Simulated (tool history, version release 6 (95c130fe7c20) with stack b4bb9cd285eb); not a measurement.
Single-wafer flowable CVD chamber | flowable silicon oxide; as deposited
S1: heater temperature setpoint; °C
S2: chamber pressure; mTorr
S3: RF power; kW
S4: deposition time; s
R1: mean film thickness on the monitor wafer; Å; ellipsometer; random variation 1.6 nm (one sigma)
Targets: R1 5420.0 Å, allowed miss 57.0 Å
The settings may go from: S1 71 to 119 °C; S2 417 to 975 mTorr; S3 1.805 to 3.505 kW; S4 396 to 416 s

run	hour	S1	S2	S3	S4	R1
1	0.0	95	696	2.655	416	2773.8
2	2.7	91	696	2.655	416	3204.5
3	4.2	88	696	2.655	416	3520.6
4	8.0	88	766	2.655	416	3856.9
5	10.4	86	766	2.655	416	4120.9
6	14.9	86	766	2.485	416	4082.8
7	17.3	84	766	2.485	416	4339.2
8	22.3	83	766	2.485	416	4474.1
9	25.7	82	766	2.485	416	4616.0
10	31.4	81	766	2.485	416	4796.1
11	36.2	80	766	2.485	416	4924.9
12	39.9	79	766	2.485	416	5063.8

4 next moves are on the table. One of them brings every result within its allowed miss. Which?
A	43.6	85	975	2.390	416	?
B	43.6	77	756	2.380	416	?
C	43.6	74	731	2.335	408	?
D	43.6	76	845	1.920	402	?

move	R1
A	5268.1
B	5218.2
C	5317.9
D	5432.6
A: nearer than the last run, and not there yet
B: nearer than the last run, and not there yet
C: nearer than the last run, and not there yet
D: meets every target
Answer: D

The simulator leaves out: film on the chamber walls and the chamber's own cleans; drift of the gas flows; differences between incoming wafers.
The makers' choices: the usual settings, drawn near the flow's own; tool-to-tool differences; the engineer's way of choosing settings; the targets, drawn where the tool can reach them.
